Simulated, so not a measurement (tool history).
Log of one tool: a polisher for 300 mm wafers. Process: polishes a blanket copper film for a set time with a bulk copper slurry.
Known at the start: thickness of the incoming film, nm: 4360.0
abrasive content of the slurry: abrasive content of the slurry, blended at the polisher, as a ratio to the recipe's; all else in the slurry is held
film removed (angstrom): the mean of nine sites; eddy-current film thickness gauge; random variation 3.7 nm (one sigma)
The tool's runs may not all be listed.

run  hour  flow of slurry (ml/min)  pressure of the wafer on the pad (kPa)  speed of the pad under the wafer (m/s)  abrasive content of the slurry  polishing time (s)  film removed (angstrom)
  1   0.0                      165                                    21.4                                    1.18                            1.00                  59                   6580.7
  2   6.7                      165                                    21.4                                    1.18                            0.90                  59                   6446.9
  3  15.6                      160                                    20.0                                    1.18                            0.90                  59                   6006.3
  4  24.2                      155                                    19.3                                    1.18                            0.90                  59                   5785.0
  5  25.7                      155                                    18.6                                    1.18                            0.90                  59                   5595.1
  6  27.6                      155                                    18.6                                    1.18                            1.05                  59                   5834.2
  7  31.1                      135                                    12.4                                    1.16                            1.05                  59                   3707.1
  8  35.8                      145                                    12.4                                    1.16                            1.05                  59                   3848.7

Run 9 comes next. What will it give?
  9  38.4                      150                                    12.4                                    1.16                            1.05                  59                        ?

{"run 9": {"film removed (angstrom)": 3891.8}}

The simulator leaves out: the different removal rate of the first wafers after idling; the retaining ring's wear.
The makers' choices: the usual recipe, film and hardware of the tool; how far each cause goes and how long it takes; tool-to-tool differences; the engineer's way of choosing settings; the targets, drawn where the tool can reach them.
